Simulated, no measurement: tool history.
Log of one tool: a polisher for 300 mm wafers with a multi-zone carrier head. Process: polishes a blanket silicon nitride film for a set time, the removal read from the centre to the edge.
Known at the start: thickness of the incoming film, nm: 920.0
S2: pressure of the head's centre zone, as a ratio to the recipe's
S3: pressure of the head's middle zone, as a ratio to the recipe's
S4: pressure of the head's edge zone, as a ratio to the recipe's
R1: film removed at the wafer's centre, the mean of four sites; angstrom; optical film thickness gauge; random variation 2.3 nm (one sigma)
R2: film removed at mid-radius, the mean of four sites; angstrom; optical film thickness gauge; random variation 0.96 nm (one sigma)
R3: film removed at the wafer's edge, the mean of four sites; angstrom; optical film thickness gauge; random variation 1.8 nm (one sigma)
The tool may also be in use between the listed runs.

Run 1, day 0: flow of slurry (ml/min) 270, S2 1, S3 1, S4 1, polishing time (s) 77. Result: R1 1087.8 angstrom, R2 1039.1 angstrom, R3 1079.6 angstrom.
Run 2, day 0.108: flow of slurry (ml/min) 310, S2 1, S3 1, S4 1, polishing time (s) 77. Result: R1 1060.9 angstrom, R2 1066.8 angstrom, R3 1092.7 angstrom.
Run 3, day 0.45: flow of slurry (ml/min) 310, S2 1, S3 1, S4 1.06, polishing time (s) 77. Result: R1 1117.9 angstrom, R2 1040.4 angstrom, R3 1118 angstrom.
Run 4, day 0.692: flow of slurry (ml/min) 310, S2 1, S3 0.92, S4 1.06, polishing time (s) 77. Result: R1 1082.2 angstrom, R2 989.16 angstrom, R3 1112.4 angstrom.
Run 5, day 0.846: flow of slurry (ml/min) 305, S2 1.02, S3 0.95, S4 1.09, polishing time (s) 82. Result: R1 1179.1 angstrom, R2 1085.5 angstrom, R3 1206.9 angstrom.
Run 6, day 1.104: flow of slurry (ml/min) 300, S2 1.06, S3 0.95, S4 1.11, polishing time (s) 86. Result: R1 1306.5 angstrom, R2 1146 angstrom, R3 1278.8 angstrom.

Expected results for the next run?
Run 7, day 1.262: flow of slurry (ml/min) 300, S2 1.08, S3 0.95, S4 1.13, polishing time (s) 88. Result: R1 ?, R2 ?, R3 ?.

R1: 1339.4 angstrom
R2: 1166.9 angstrom
R3: 1292.3 angstrom
